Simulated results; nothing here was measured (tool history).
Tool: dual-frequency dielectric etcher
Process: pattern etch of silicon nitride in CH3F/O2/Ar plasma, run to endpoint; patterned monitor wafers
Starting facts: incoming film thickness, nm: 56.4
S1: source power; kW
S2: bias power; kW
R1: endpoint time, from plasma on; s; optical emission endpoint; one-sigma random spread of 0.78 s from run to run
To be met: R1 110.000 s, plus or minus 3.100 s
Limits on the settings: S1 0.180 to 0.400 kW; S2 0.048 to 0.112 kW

run	hour	S1	S2	R1
1	0.0	0.290	0.080	90.044
2	2.2	0.270	0.075	94.662
3	10.5	0.240	0.075	101.110
4	15.8	0.260	0.075	97.253
5	16.4	0.260	0.068	97.859
6	22.2	0.260	0.061	101.540
7	30.2	0.260	0.061	101.780
8	31.3	0.250	0.060	103.450
9	32.5	0.240	0.059	106.560
10	40.7	0.240	0.059	106.780

5 candidate next runs follow, results not yet known. Just one meets every target within its allowed miss. Identify it.
A	48.9	0.270	0.054	?
B	48.9	0.260	0.054	?
C	48.9	0.270	0.055	?
D	48.9	0.220	0.070	?
E	48.9	0.230	0.054	?

move	R1
A	103.290
B	104.930
C	102.840
D	105.380
E	110.500
A: further off than the last run
B: further off than the last run
C: further off than the last run
D: further off than the last run
E: hits every target within its allowed miss
E meets every target.

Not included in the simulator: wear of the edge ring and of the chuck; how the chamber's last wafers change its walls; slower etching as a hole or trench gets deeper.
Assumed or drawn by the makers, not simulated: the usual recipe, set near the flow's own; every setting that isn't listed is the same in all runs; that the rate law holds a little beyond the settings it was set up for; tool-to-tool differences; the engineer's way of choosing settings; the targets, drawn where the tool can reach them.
